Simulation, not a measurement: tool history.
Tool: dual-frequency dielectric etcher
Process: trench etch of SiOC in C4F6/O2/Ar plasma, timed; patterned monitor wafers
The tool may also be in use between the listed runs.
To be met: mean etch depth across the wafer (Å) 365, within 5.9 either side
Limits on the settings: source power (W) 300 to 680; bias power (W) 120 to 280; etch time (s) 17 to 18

run	day	source power (W)	bias power (W)	etch time (s)	mean etch depth across the wafer (Å)
1	0	490	200	17	406.11
2	0.308	470	199	17	399.16
3	0.462	470	199	18	422.1
4	0.788	450	198	18	412.9
5	0.829	450	221	18	434.2
6	1.196	450	256	18	458.6
7	1.35	430	248	18	443.52
8	1.392	330	208	18	377.25
9	1.592	330	207	18	373.68

Below are 5 possible settings for the next run. Only one of them brings all results inside the allowed miss of their targets. Which is it?
A	1.792	370	203	17.5	?
B	1.792	380	195	17	?
C	1.792	400	177	18	?
D	1.792	340	179	17.5	?
E	1.792	340	193	17	?

move	mean etch depth across the wafer (Å)
A	376.73
B	363.71
C	377.63
D	346.61
E	347.23
A: lands further from the targets than the last run did
B: meets every target
C: lands further from the targets than the last run did
D: takes the result that was furthest off past its target
E: takes the result that was furthest off past its target
Move B is the one to make.
